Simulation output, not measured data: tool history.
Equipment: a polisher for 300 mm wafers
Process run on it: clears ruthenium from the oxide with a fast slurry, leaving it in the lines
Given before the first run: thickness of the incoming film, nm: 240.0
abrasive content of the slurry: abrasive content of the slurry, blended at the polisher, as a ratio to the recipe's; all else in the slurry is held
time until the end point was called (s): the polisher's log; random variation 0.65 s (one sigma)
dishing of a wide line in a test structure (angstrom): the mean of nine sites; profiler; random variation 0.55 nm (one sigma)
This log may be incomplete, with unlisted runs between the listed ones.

| run | day | flow of slurry (ml/min) | pressure of the wafer on the pad (kPa) | speed of the pad under the wafer (cm/s) | abrasive content of the slurry | overpolish time after the end point (s) | time until the end point was called (s) | dishing of a wide line in a test structure (angstrom) |
|---|---|---|---|---|---|---|---|---|
| 1 | 0 | 260 | 22.1 | 82 | 1 | 17 | 53.443 | 571.66 |
| 2 | 0.138 | 260 | 22.1 | 82 | 1 | 15 | 54.878 | 501.7 |
| 3 | 0.238 | 260 | 22.8 | 82 | 1 | 13 | 52.002 | 480.83 |
| 4 | 0.408 | 260 | 22.8 | 98 | 1 | 13 | 43.706 | 568.09 |
| 5 | 0.762 | 285 | 22.8 | 90 | 1.1 | 12 | 43.505 | 480.35 |
| 6 | 0.812 | 305 | 21.4 | 90 | 1.15 | 11 | 46.661 | 435.96 |
| 7 | 0.846 | 320 | 22.1 | 86 | 1.2 | 10 | 45.022 | 412.48 |

What does the tool deliver on the next run?
| 8 | 1.112 | 320 | 22.1 | 86 | 1.2 | 10 | ? | ? |

For run 8 the tool returned time until the end point was called (s) 46.326, dishing of a wide line in a test structure (angstrom) 430.9.

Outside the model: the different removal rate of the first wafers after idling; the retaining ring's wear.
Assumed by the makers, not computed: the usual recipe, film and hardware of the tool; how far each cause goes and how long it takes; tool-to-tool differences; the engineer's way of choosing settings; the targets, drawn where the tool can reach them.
